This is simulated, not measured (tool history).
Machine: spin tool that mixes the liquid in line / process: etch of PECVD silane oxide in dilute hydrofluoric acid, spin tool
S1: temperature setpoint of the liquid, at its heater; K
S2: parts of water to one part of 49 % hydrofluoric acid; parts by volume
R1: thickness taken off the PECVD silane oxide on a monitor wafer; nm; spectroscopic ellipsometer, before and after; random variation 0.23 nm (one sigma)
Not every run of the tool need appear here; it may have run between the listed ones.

run 1 hour=0.0 | S1=297.15 S2=270 time_under_the_liquid_(s)=95 | R1=13.3060
run 2 hour=2.1 | S1=297.15 S2=360 time_under_the_liquid_(s)=95 | R1=9.1267
run 3 hour=6.7 | S1=299.15 S2=285 time_under_the_liquid_(s)=95 | R1=13.4410
run 4 hour=11.9 | S1=296.15 S2=285 time_under_the_liquid_(s)=95 | R1=12.0850
run 5 hour=15.1 | S1=294.65 S2=285 time_under_the_liquid_(s)=95 | R1=11.4030
run 6 hour=23.3 | S1=292.15 S2=285 time_under_the_liquid_(s)=95 | R1=10.4320
run 7 hour=26.9 | S1=295.65 S2=235 time_under_the_liquid_(s)=95 | R1=15.0890
run 8 hour=31.4 | S1=298.15 S2=200 time_under_the_liquid_(s)=95 | R1=20.2070
run 9 hour=35.8 | S1=300.15 S2=185 time_under_the_liquid_(s)=95 | R1=24.0560
run 10 hour=38.1 | S1=301.65 S2=175 time_under_the_liquid_(s)=95 | R1=27.1080
run 11 hour=45.6 | S1=302.65 S2=170 time_under_the_liquid_(s)=95 | R1=28.6540
run 12 hour=49.8 | S1=303.15 S2=165 time_under_the_liquid_(s)=95 | R1=30.5760
run 13 hour=54.7 | S1=303.65 S2=165 time_under_the_liquid_(s)=95 | R1=31.3930
run 14 hour=62.1 | S1=304.15 S2=165 time_under_the_liquid_(s)=95 | R1=31.6550
-- hour=64.7 hydrofluoric acid flow meter replaced
run 15 hour=64.7 | S1=305.15 S2=150 time_under_the_liquid_(s)=95 | R1=42.8720
run 16 hour=69.5 | S1=304.65 S2=150 time_under_the_liquid_(s)=95 | R1=42.2510
run 17 hour=70.1 | S1=304.15 S2=150 time_under_the_liquid_(s)=95 | R1=41.2570
run 18 hour=71.9 | S1=303.65 S2=150 time_under_the_liquid_(s)=95 | R1=40.0950

Predict the results of run 19:
run 19 hour=77.4 | S1=302.65 S2=150 time_under_the_liquid_(s)=95 | R1=?

For run 19 the tool returned R1 38.9910 nm.

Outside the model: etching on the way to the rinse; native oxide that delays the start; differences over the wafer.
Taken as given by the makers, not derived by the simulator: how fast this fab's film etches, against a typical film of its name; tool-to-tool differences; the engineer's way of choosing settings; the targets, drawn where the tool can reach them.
